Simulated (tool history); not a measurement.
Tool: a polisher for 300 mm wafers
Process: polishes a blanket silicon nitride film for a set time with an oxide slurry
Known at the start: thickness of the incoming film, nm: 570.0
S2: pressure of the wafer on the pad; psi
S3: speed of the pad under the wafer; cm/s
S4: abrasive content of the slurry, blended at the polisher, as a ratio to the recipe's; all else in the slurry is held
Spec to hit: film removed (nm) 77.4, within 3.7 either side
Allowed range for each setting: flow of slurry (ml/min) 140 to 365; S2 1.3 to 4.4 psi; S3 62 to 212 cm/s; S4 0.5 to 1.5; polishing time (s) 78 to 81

{"run": 1, "hour": 0.0, "flow of slurry (ml/min)": 235, "S2": 2.8, "S3": 136, "S4": 1, "polishing time (s)": 78, "film removed (nm)": 45.263}
{"run": 2, "hour": 7.4, "flow of slurry (ml/min)": 235, "S2": 2.8, "S3": 136, "S4": 1, "polishing time (s)": 78, "film removed (nm)": 44.117}
{"run": 3, "hour": 11.2, "flow of slurry (ml/min)": 235, "S2": 2.8, "S3": 136, "S4": 1, "polishing time (s)": 78, "film removed (nm)": 45.31}
{"run": 4, "hour": 16.2, "flow of slurry (ml/min)": 235, "S2": 3.1, "S3": 136, "S4": 1, "polishing time (s)": 78, "film removed (nm)": 50.462}
{"run": 5, "hour": 18.4, "flow of slurry (ml/min)": 235, "S2": 3.1, "S3": 136, "S4": 1, "polishing time (s)": 78, "film removed (nm)": 49.47}
{"run": 6, "hour": 21.9, "flow of slurry (ml/min)": 190, "S2": 3.1, "S3": 136, "S4": 1, "polishing time (s)": 78, "film removed (nm)": 49.319}
{"run": 7, "hour": 25.6, "flow of slurry (ml/min)": 190, "S2": 3.3, "S3": 136, "S4": 1, "polishing time (s)": 78, "film removed (nm)": 52.098}
{"run": 8, "hour": 28.0, "flow of slurry (ml/min)": 190, "S2": 4.1, "S3": 146, "S4": 1, "polishing time (s)": 78, "film removed (nm)": 66.409}
{"run": 9, "hour": 32.8, "flow of slurry (ml/min)": 190, "S2": 4.1, "S3": 148, "S4": 1, "polishing time (s)": 78, "film removed (nm)": 67.562}
{"run": 10, "hour": 39.4, "flow of slurry (ml/min)": 190, "S2": 4.1, "S3": 150, "S4": 1, "polishing time (s)": 78, "film removed (nm)": 65.894}

5 candidate next runs follow, results not yet known. Just one meets every target within its allowed miss. Identify it.
{"run": "A", "hour": 46.0, "flow of slurry (ml/min)": 235, "S2": 4.2, "S3": 152, "S4": 0.75, "polishing time (s)": 81, "film removed (nm)": "?"}
{"run": "B", "hour": 46.0, "flow of slurry (ml/min)": 180, "S2": 4.3, "S3": 154, "S4": 1, "polishing time (s)": 78, "film removed (nm)": "?"}
{"run": "C", "hour": 46.0, "flow of slurry (ml/min)": 175, "S2": 4, "S3": 148, "S4": 1, "polishing time (s)": 79, "film removed (nm)": "?"}
{"run": "D", "hour": 46.0, "flow of slurry (ml/min)": 165, "S2": 4.2, "S3": 178, "S4": 1.05, "polishing time (s)": 78, "film removed (nm)": "?"}
{"run": "E", "hour": 46.0, "flow of slurry (ml/min)": 220, "S2": 4.2, "S3": 128, "S4": 1.1, "polishing time (s)": 79, "film removed (nm)": "?"}

move=A film_removed_(nm)=65.622
move=B film_removed_(nm)=71.858
move=C film_removed_(nm)=65.772
move=D film_removed_(nm)=78.392
move=E film_removed_(nm)=66.626
A: just as far off the targets as the last run
B: moves toward the targets from the last run without getting all of them in spec
C: just as far off the targets as the last run
D: each result inside its tolerance
E: moves toward the targets from the last run without getting all of them in spec
The move that meets every target is D.
